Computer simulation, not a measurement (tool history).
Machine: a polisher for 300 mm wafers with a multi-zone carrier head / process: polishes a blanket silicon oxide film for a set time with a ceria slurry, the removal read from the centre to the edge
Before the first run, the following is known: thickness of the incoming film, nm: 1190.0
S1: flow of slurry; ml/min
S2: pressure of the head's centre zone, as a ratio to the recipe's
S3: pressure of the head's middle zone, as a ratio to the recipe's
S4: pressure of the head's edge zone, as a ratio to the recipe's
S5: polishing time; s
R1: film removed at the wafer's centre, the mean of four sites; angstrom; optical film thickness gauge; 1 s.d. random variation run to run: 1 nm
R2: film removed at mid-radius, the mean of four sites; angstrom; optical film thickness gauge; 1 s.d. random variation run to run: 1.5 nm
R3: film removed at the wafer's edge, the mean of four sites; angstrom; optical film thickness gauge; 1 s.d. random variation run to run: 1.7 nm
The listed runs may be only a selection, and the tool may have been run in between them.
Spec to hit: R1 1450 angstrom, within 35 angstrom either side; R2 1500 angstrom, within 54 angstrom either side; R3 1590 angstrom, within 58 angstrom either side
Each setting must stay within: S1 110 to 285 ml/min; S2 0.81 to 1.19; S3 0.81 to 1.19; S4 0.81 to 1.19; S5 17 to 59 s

| run | hour | S1 | S2 | S3 | S4 | S5 | R1 | R2 | R3 |
|---|---|---|---|---|---|---|---|---|---|
| 1 | 0 | 180 | 1 | 1 | 1 | 38 | 2026.4 | 1952.7 | 2008.4 |
| 2 | 0.7 | 170 | 0.97 | 0.98 | 0.97 | 37 | 1876.2 | 1855 | 1899.4 |
| 3 | 2.3 | 170 | 0.97 | 0.98 | 1.01 | 37 | 1870.1 | 1809.4 | 1920.9 |
| 4 | 7.1 | 170 | 0.89 | 0.98 | 1.01 | 37 | 1761.7 | 1863.7 | 1955.3 |
| 5 | 9.1 | 160 | 0.88 | 0.96 | 0.98 | 36 | 1664.9 | 1775.1 | 1795.2 |
| 6 | 12.2 | 160 | 0.94 | 0.96 | 0.98 | 36 | 1755 | 1738.2 | 1834 |
|  | 14.4 | slurry nozzle cleaned |
| 7 | 14.4 | 150 | 0.92 | 0.94 | 0.96 | 36 | 1797.3 | 1787.4 | 1873 |
| 8 | 17.2 | 150 | 0.92 | 0.95 | 0.98 | 35 | 1751.1 | 1776.6 | 1831 |
| 9 | 20 | 150 | 0.92 | 0.95 | 0.98 | 35 | 1742.6 | 1755.5 | 1813.9 |

Exactly one of the 5 candidate moves below puts every result within its allowed miss. Which one?
| A | 22.8 | 185 | 0.85 | 0.92 | 0.96 | 30 | ? | ? | ? |
| B | 22.8 | 150 | 0.92 | 1.02 | 0.95 | 39 | ? | ? | ? |
| C | 22.8 | 145 | 0.89 | 0.93 | 0.98 | 28 | ? | ? | ? |
| D | 22.8 | 110 | 0.88 | 0.89 | 0.81 | 31 | ? | ? | ? |
| E | 22.8 | 130 | 0.89 | 0.99 | 1.04 | 32 | ? | ? | ? |

| move | R1 | R2 | R3 |
|---|---|---|---|
| A | 1466.4 | 1521.8 | 1596.2 |
| B | 1954.3 | 2078.1 | 2007 |
| C | 1353.6 | 1371.3 | 1457 |
| D | 1379.3 | 1372.6 | 1413.8 |
| E | 1507.2 | 1613.2 | 1684.1 |
A: hits every target within its allowed miss
B: its largest miss is bigger than the last run's
C: takes the biggest miss from the last run beyond its target
D: takes the biggest miss from the last run beyond its target
E: nearer than the last run, and not there yet
A meets every target.

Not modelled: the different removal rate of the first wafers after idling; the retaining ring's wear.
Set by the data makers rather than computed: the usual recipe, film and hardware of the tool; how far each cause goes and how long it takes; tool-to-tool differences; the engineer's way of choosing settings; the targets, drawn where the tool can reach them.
